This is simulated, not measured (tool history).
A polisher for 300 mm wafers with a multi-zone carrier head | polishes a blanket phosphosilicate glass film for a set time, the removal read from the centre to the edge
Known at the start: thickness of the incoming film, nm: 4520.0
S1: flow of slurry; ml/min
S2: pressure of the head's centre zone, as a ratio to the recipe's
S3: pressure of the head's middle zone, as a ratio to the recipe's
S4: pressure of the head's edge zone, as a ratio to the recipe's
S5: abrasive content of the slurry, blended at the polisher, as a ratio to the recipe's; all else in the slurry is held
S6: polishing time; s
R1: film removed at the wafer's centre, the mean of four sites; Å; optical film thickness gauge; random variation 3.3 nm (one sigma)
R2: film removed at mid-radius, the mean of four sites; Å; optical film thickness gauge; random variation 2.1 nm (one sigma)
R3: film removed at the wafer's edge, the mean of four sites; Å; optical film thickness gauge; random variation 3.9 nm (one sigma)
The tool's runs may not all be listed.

Run 1, hour 0: S1 140 ml/min, S2 1, S3 1, S4 1, S5 1, S6 70 s. Result: R1 5544.9 Å, R2 5651.4 Å, R3 5568.2 Å.
Run 2, hour 5: S1 140 ml/min, S2 1, S3 1.05, S4 1, S5 1, S6 70 s. Result: R1 5571.8 Å, R2 5861.9 Å, R3 5490.8 Å.
Run 3, hour 5.8: S1 130 ml/min, S2 0.99, S3 1, S4 1, S5 0.9, S6 64 s. Result: R1 4610.5 Å, R2 4725.1 Å, R3 4712.3 Å.
Run 4, hour 8.6: S1 120 ml/min, S2 0.98, S3 0.96, S4 0.99, S5 0.8, S6 62 s. Result: R1 4058.3 Å, R2 4047.4 Å, R3 4139 Å.
Run 5, hour 11.7: S1 85 ml/min, S2 0.98, S3 0.96, S4 0.99, S5 0.8, S6 62 s. Result: R1 3830.3 Å, R2 3729.9 Å, R3 4042.4 Å.
Run 6, hour 12.9: S1 85 ml/min, S2 0.98, S3 0.96, S4 0.96, S5 0.8, S6 62 s. Result: R1 3675.8 Å, R2 3787.6 Å, R3 3890.8 Å.
Run 7, hour 19.1: S1 85 ml/min, S2 0.98, S3 0.96, S4 0.96, S5 0.8, S6 62 s. Result: R1 3844.6 Å, R2 3775.2 Å, R3 3957.2 Å.
Run 8, hour 21.3: S1 85 ml/min, S2 0.96, S3 0.93, S4 0.97, S5 0.75, S6 61 s. Result: R1 3471.8 Å, R2 3406.7 Å, R3 3654.5 Å.
Run 9, hour 25.5: S1 85 ml/min, S2 0.93, S3 0.9, S4 0.98, S5 0.7, S6 61 s. Result: R1 3122.8 Å, R2 3138.2 Å, R3 3592.7 Å.
Run 10, hour 28.8: S1 85 ml/min, S2 0.93, S3 0.88, S4 0.97, S5 0.65, S6 61 s. Result: R1 2939.9 Å, R2 2875.7 Å, R3 3268.5 Å.
Run 11, hour 36.2: S1 85 ml/min, S2 0.92, S3 0.87, S4 0.97, S5 0.65, S6 61 s. Result: R1 2877.4 Å, R2 2897.1 Å, R3 3256.8 Å.
Run 12, hour 38.4: S1 85 ml/min, S2 0.92, S3 0.86, S4 0.98, S5 0.65, S6 61 s. Result: R1 2901 Å, R2 2802 Å, R3 3329.1 Å.
Run 13, hour 47.2: S1 85 ml/min, S2 0.92, S3 0.85, S4 0.97, S5 0.65, S6 61 s. Result: R1 2895.7 Å, R2 2815.7 Å, R3 3339.4 Å.
Run 14, hour 52.2: S1 85 ml/min, S2 0.92, S3 0.84, S4 0.96, S5 0.65, S6 61 s. Result: R1 2932.2 Å, R2 2801.2 Å, R3 3214.6 Å.
Run 15, hour 57.7: S1 85 ml/min, S2 0.91, S3 0.83, S4 0.96, S5 0.65, S6 61 s. Result: R1 2846.4 Å, R2 2769.7 Å, R3 3345 Å.
Run 16, hour 62.5: S1 85 ml/min, S2 0.92, S3 0.82, S4 0.93, S5 0.5, S6 61 s. Result: R1 2154.8 Å, R2 2059.6 Å, R3 2383.2 Å.
Run 17, hour 63.3: S1 95 ml/min, S2 0.92, S3 0.83, S4 0.96, S5 0.5, S6 61 s. Result: R1 2227.9 Å, R2 2114.5 Å, R3 2487.3 Å.
Run 18, hour 65.7: S1 95 ml/min, S2 0.93, S3 0.86, S4 1, S5 0.5, S6 61 s. Result: R1 2241.7 Å, R2 2157.4 Å, R3 2492.8 Å.
Run 19, hour 69.9: S1 95 ml/min, S2 0.93, S3 0.87, S4 1.01, S5 0.55, S6 61 s. Result: R1 2472.5 Å, R2 2431.2 Å, R3 2865.9 Å.
Run 20, hour 76.2: S1 95 ml/min, S2 0.94, S3 0.88, S4 1.02, S5 0.55, S6 61 s. Result: R1 2545.3 Å, R2 2481.8 Å, R3 2842.9 Å.

Run 21 comes next. What will it give?
Run 21, hour 82: S1 95 ml/min, S2 0.94, S3 0.88, S4 1.04, S5 0.55, S6 61 s. Result: R1 ?, R2 ?, R3 ?.

Run 21 gave R1 2512.9 Å, R2 2487.1 Å, R3 2860.9 Å.

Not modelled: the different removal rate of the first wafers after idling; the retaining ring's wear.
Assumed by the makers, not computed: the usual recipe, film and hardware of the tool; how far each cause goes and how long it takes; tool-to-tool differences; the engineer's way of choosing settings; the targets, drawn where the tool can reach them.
